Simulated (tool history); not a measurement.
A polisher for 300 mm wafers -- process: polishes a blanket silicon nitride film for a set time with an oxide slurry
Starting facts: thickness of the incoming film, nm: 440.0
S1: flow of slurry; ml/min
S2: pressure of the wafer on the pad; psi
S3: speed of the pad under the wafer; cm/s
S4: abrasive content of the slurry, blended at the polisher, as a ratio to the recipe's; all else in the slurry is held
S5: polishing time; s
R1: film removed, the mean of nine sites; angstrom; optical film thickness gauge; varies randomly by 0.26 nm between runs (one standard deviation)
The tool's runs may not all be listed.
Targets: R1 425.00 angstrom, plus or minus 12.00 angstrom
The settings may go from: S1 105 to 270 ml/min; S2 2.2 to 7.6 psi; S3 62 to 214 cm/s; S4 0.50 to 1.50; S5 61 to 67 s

run 1 day=0.000 | S1=175 S2=4.9 S3=138 S4=1.00 S5=67 | R1=669.56
run 2 day=0.362 | S1=170 S2=4.5 S3=138 S4=1.00 S5=67 | R1=610.54
run 3 day=0.521 | S1=165 S2=4.2 S3=138 S4=1.00 S5=67 | R1=580.40
run 4 day=0.621 | S1=165 S2=3.9 S3=138 S4=1.00 S5=67 | R1=537.77
run 5 day=0.775 | S1=165 S2=3.7 S3=138 S4=1.00 S5=67 | R1=505.78
run 6 day=1.033 | S1=165 S2=3.6 S3=138 S4=1.00 S5=67 | R1=496.36
run 7 day=1.296 | S1=165 S2=3.5 S3=138 S4=1.00 S5=67 | R1=478.37
run 8 day=1.583 | S1=165 S2=3.4 S3=138 S4=1.00 S5=67 | R1=463.79
run 9 day=1.917 | S1=165 S2=3.3 S3=138 S4=1.00 S5=67 | R1=454.76

Which single option among these 4 for the next run brings every result within its allowed miss of target? Just one does.
run A day=2.250 | S1=215 S2=3.0 S3=142 S4=1.30 S5=61 | R1=?
run B day=2.250 | S1=155 S2=3.2 S3=138 S4=1.10 S5=65 | R1=?
run C day=2.250 | S1=105 S2=2.8 S3=172 S4=0.90 S5=65 | R1=?
run D day=2.250 | S1=160 S2=3.1 S3=126 S4=1.15 S5=67 | R1=?

move=A R1=447.54
move=B R1=441.54
move=C R1=389.13
move=D R1=421.53
A: nearer the targets than the last run, but a result is still out of spec
B: nearer the targets than the last run, but a result is still out of spec
C: pushes the last run's worst result past its target
D: all results in spec
The right move is D.

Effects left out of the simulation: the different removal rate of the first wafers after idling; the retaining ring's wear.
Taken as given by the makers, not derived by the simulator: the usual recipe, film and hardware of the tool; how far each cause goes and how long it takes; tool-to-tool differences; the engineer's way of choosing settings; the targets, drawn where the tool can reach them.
